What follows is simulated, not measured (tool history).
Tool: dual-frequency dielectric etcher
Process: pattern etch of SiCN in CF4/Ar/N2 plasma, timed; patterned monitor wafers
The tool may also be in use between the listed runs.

run,hour,source power (kW),bias power (kW),Ar flow (sccm),CF4 flow (sccm),etch time (s),mean etch depth across the wafer (nm)
1,0,0.42,0.064,138,70,63.5,51.08
2,2.8,0.41,0.064,138,70,63.5,50.183
3,11.3,0.4,0.064,138,70,63.5,48.906
4,15.8,0.39,0.064,138,70,63.5,47.768
5,18.3,0.39,0.075,138,70,63.5,52.186
6,21.6,0.39,0.075,162,70,63.5,50.472
7,24.1,0.38,0.075,162,70,63.5,49.176
8,25.3,0.37,0.075,162,70,63.5,48.193
9,31.6,0.36,0.075,162,70,63.5,46.988
10,33.6,0.35,0.075,162,70,63.5,45.858

Run 11 has not been measured yet. What should we expect?
11,37,0.34,0.075,162,70,63.5,?

{"run 11": {"mean etch depth across the wafer (nm)": 44.623}}
